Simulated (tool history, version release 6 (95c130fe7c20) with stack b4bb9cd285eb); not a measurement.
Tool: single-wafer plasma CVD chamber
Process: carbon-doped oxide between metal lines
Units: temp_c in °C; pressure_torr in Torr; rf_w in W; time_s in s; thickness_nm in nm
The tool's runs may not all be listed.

{"run": 1, "day": 0.0, "temp_c": 330, "pressure_torr": 4.16, "rf_w": 545, "time_s": 21.7, "thickness_nm": 121.92}
{"run": 2, "day": 0.3, "temp_c": 330, "pressure_torr": 4.16, "rf_w": 515, "time_s": 21.7, "thickness_nm": 118.21}
{"run": 3, "day": 0.325, "temp_c": 339, "pressure_torr": 4.16, "rf_w": 515, "time_s": 21.7, "thickness_nm": 114.3}
{"run": 4, "day": 0.521, "temp_c": 329, "pressure_torr": 4.16, "rf_w": 515, "time_s": 21.7, "thickness_nm": 116.84}
{"run": 5, "day": 0.725, "temp_c": 319, "pressure_torr": 4.16, "rf_w": 515, "time_s": 21.7, "thickness_nm": 122.67}
{"run": 6, "day": 0.892, "temp_c": 327, "pressure_torr": 3.73, "rf_w": 500, "time_s": 21.7, "thickness_nm": 114.95}
{"run": 7, "day": 1.021, "temp_c": 327, "pressure_torr": 3.73, "rf_w": 500, "time_s": 21.7, "thickness_nm": 114.88}
{"run": 8, "day": 1.342, "temp_c": 333, "pressure_torr": 3.44, "rf_w": 495, "time_s": 21.7, "thickness_nm": 109.66}

The next listed run, before its measurement:
{"run": 9, "day": 1.425, "temp_c": 337, "pressure_torr": 3.32, "rf_w": 495, "time_s": 21.7, "thickness_nm": "?"}

Run 9 gave thickness_nm 107.53 nm.
